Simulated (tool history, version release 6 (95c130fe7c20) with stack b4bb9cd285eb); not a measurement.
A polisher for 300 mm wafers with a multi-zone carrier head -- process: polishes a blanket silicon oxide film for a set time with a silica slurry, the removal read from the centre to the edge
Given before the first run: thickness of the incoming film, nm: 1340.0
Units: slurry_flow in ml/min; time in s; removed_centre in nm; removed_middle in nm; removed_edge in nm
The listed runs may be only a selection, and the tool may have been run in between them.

{"run": 1, "hour": 0.0, "slurry_flow": 270, "centre_zone": 1.0, "middle_zone": 1.0, "edge_zone": 1.0, "slurry_solids": 1.0, "time": 63, "removed_centre": 158.88, "removed_middle": 156.24, "removed_edge": 158.31}
{"run": 2, "hour": 8.5, "slurry_flow": 315, "centre_zone": 1.0, "middle_zone": 1.0, "edge_zone": 1.0, "slurry_solids": 1.0, "time": 63, "removed_centre": 160.27, "removed_middle": 156.44, "removed_edge": 160.46}
{"run": 3, "hour": 12.1, "slurry_flow": 315, "centre_zone": 1.0, "middle_zone": 1.0, "edge_zone": 1.0, "slurry_solids": 1.0, "time": 49, "removed_centre": 127.68, "removed_middle": 124.1, "removed_edge": 126.29}
{"run": 4, "hour": 19.6, "slurry_flow": 315, "centre_zone": 1.0, "middle_zone": 0.96, "edge_zone": 1.0, "slurry_solids": 1.0, "time": 49, "removed_centre": 126.7, "removed_middle": 117.48, "removed_edge": 122.81}
{"run": 5, "hour": 26.9, "slurry_flow": 315, "centre_zone": 1.0, "middle_zone": 0.96, "edge_zone": 1.0, "slurry_solids": 1.0, "time": 59, "removed_centre": 152.41, "removed_middle": 142.81, "removed_edge": 151.94}
{"run": 6, "hour": 32.9, "slurry_flow": 320, "centre_zone": 1.02, "middle_zone": 0.97, "edge_zone": 1.01, "slurry_solids": 1.05, "time": 59, "removed_centre": 158.75, "removed_middle": 147.75, "removed_edge": 151.97}
{"run": 7, "hour": 35.3, "slurry_flow": 325, "centre_zone": 1.02, "middle_zone": 0.96, "edge_zone": 1.03, "slurry_solids": 1.1, "time": 59, "removed_centre": 160.01, "removed_middle": 148.35, "removed_edge": 161.04}

Expected results for the next run?
{"run": 8, "hour": 39.3, "slurry_flow": 330, "centre_zone": 1.04, "middle_zone": 0.97, "edge_zone": 1.04, "slurry_solids": 1.15, "time": 59, "removed_centre": "?", "removed_middle": "?", "removed_edge": "?"}

Run 8 yielded removed_centre 166.56 nm, removed_middle 152.06 nm, removed_edge 162.29 nm.

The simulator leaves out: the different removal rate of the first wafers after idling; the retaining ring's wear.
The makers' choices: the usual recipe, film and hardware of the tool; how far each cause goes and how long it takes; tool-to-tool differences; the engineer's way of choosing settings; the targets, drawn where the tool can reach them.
